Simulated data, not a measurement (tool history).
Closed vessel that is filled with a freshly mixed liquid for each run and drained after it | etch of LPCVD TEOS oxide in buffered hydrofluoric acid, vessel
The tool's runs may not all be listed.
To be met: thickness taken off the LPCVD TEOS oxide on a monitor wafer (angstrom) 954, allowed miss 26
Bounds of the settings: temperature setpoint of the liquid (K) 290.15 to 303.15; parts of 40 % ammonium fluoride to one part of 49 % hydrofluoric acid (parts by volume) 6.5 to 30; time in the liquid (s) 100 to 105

| run | hour | temperature setpoint of the liquid (K) | parts of 40 % ammonium fluoride to one part of 49 % hydrofluoric acid (parts by volume) | time in the liquid (s) | thickness taken off the LPCVD TEOS oxide on a monitor wafer (angstrom) |
|---|---|---|---|---|---|
| 1 | 0 | 295.15 | 19.5 | 100 | 679.63 |
| 2 | 0.7 | 295.15 | 15.5 | 100 | 836.22 |
| 3 | 1.5 | 292.15 | 15.5 | 100 | 705.75 |
| 4 | 7 | 292.65 | 15.5 | 100 | 736.75 |
| 5 | 12.2 | 290.15 | 15.5 | 100 | 643.24 |
| 6 | 19.8 | 290.15 | 15.5 | 105 | 675.07 |
| 7 | 24.7 | 291.15 | 15.5 | 105 | 716.08 |
| 8 | 26.6 | 291.65 | 15.5 | 105 | 737.09 |
| 9 | 32.4 | 292.15 | 15.5 | 105 | 742.99 |

4 next moves are on the table. One of them brings every result within its allowed miss. Which?
| A | 38.2 | 290.65 | 17.5 | 100 | ? |
| B | 38.2 | 290.15 | 18.5 | 105 | ? |
| C | 38.2 | 291.65 | 11 | 105 | ? |
| D | 38.2 | 294.15 | 13 | 100 | ? |

| move | thickness taken off the LPCVD TEOS oxide on a monitor wafer (angstrom) |
|---|---|
| A | 577.88 |
| B | 558.18 |
| C | 1013.3 |
| D | 943 |
A: further off than the last run
B: further off than the last run
C: takes the result that was furthest off past its target
D: meets every target
Move D is the one to make.
